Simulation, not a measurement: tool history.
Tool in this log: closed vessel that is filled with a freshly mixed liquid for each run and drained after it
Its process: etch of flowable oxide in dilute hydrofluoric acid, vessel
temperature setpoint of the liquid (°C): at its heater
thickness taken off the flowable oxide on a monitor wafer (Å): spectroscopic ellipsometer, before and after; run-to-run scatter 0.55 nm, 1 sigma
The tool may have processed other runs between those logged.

run	hour	temperature setpoint of the liquid (°C)	parts of water to one part of 49 % hydrofluoric acid (parts by volume)	time in the liquid (s)	thickness taken off the flowable oxide on a monitor wafer (Å)
1	0	23	80	35	241.9
2	2	25.5	65	35	341.06
3	10.7	27.5	55	35	434.32
4	18.1	28.5	50	35	506.52
5	19	28.5	65	35	376.81
6	22.4	29.5	55	35	473.88
7	29.2	29.5	55	35	466.25
8	36.2	30	50	35	528.23

The next listed run, before its measurement:
9	36.8	30.5	45	35	?

Logged for run 9: thickness taken off the flowable oxide on a monitor wafer (Å) 607.73.
